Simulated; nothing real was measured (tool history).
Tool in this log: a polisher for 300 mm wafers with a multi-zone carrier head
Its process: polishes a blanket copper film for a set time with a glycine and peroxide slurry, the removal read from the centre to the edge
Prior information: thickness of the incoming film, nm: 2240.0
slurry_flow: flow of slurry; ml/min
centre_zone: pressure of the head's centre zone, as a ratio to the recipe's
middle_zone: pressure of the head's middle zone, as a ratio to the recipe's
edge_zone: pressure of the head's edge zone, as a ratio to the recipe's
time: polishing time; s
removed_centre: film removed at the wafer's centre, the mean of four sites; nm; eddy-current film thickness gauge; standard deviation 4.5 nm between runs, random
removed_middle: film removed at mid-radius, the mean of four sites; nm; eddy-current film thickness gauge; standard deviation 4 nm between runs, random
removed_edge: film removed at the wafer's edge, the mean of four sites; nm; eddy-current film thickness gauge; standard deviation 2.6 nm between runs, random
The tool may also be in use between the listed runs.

run 1 day=0 | slurry_flow=250 centre_zone=1 middle_zone=1 edge_zone=1 time=79 | removed_centre=376.1 removed_middle=427.12 removed_edge=423.61
run 2 day=0.333 | slurry_flow=255 centre_zone=1.05 middle_zone=1.01 edge_zone=0.95 time=69 | removed_centre=334.82 removed_middle=375.07 removed_edge=356.93
run 3 day=0.5 | slurry_flow=265 centre_zone=1.09 middle_zone=1 edge_zone=0.91 time=64 | removed_centre=331.21 removed_middle=341.91 removed_edge=325.81
run 4 day=0.754 | slurry_flow=265 centre_zone=1.11 middle_zone=1.01 edge_zone=0.88 time=61 | removed_centre=322.21 removed_middle=327.48 removed_edge=303.55
run 5 day=0.912 | slurry_flow=265 centre_zone=1.11 middle_zone=0.97 edge_zone=0.88 time=61 | removed_centre=319.31 removed_middle=320.04 removed_edge=309.64
run 6 day=0.996 | slurry_flow=265 centre_zone=1.11 middle_zone=1.03 edge_zone=0.88 time=61 | removed_centre=321.86 removed_middle=339.2 removed_edge=311.59

Estimate the outcome of run 7 from the log above:
run 7 day=1.362 | slurry_flow=265 centre_zone=1.13 middle_zone=1.03 edge_zone=0.86 time=58 | removed_centre=? removed_middle=? removed_edge=?

removed_centre: 310.69 nm
removed_middle: 316.35 nm
removed_edge: 290.72 nm

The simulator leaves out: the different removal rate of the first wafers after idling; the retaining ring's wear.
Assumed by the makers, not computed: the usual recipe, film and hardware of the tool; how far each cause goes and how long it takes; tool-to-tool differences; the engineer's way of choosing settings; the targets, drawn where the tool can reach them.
